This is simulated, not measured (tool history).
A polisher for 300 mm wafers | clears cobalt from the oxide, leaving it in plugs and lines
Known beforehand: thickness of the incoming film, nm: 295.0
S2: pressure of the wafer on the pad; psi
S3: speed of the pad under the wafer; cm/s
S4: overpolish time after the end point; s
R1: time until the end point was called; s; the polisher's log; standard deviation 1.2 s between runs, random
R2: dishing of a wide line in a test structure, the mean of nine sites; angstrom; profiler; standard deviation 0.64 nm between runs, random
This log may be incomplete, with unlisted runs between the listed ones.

run 1 day=0.000 | flow_of_slurry_(ml/min)=185 S2=1.4 S3=110 S4=11 | R1=68.086 R2=347.68
run 2 day=0.279 | flow_of_slurry_(ml/min)=185 S2=1.4 S3=96 S4=11 | R1=79.083 R2=308.79
run 3 day=0.442 | flow_of_slurry_(ml/min)=185 S2=1.4 S3=96 S4=6 | R1=78.651 R2=199.78
run 4 day=0.779 | flow_of_slurry_(ml/min)=185 S2=1.4 S3=96 S4=8 | R1=78.076 R2=253.06
run 5 day=1.017 | flow_of_slurry_(ml/min)=185 S2=1.4 S3=96 S4=13 | R1=79.674 R2=354.90
run 6 day=1.333 | flow_of_slurry_(ml/min)=185 S2=1.3 S3=96 S4=13 | R1=83.706 R2=339.04

Predict the results of run 7:
run 7 day=1.433 | flow_of_slurry_(ml/min)=185 S2=1.2 S3=96 S4=14 | R1=? R2=?

Run 7 came out at R1 91.020 s, R2 333.29 angstrom.

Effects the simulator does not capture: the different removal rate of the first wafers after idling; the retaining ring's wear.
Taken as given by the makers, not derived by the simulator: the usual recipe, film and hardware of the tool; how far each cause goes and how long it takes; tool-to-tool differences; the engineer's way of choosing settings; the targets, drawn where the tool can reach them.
